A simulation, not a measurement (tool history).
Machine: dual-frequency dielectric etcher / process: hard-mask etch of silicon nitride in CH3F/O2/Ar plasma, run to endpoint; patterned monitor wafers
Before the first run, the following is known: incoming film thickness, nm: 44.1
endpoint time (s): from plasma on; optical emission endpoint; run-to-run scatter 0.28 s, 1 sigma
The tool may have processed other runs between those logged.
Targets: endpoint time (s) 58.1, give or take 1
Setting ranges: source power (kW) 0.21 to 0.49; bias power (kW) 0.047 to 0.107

run	hour	source power (kW)	bias power (kW)	endpoint time (s)
1	0	0.35	0.077	62.395
2	8.2	0.35	0.064	65.931
3	15.5	0.32	0.064	68.742
4	24.2	0.36	0.065	64.619
5	28.4	0.39	0.065	62.719
6	29.5	0.39	0.06	64.66
7	34.7	0.42	0.061	61.772
8	36.4	0.44	0.061	60.556

5 next moves are on the table. One of them brings every result within its allowed miss. Which?
A	38.1	0.41	0.05	?
B	38.1	0.38	0.06	?
C	38.1	0.41	0.069	?
D	38.1	0.47	0.062	?
E	38.1	0.4	0.059	?

move	endpoint time (s)
A	66.372
B	65.288
C	60.408
D	58.604
E	64.05
A: the biggest miss grows against the last run
B: the biggest miss grows against the last run
C: closer than the last run, but not yet in spec
D: every result within its allowed miss
E: the biggest miss grows against the last run
Answer: D
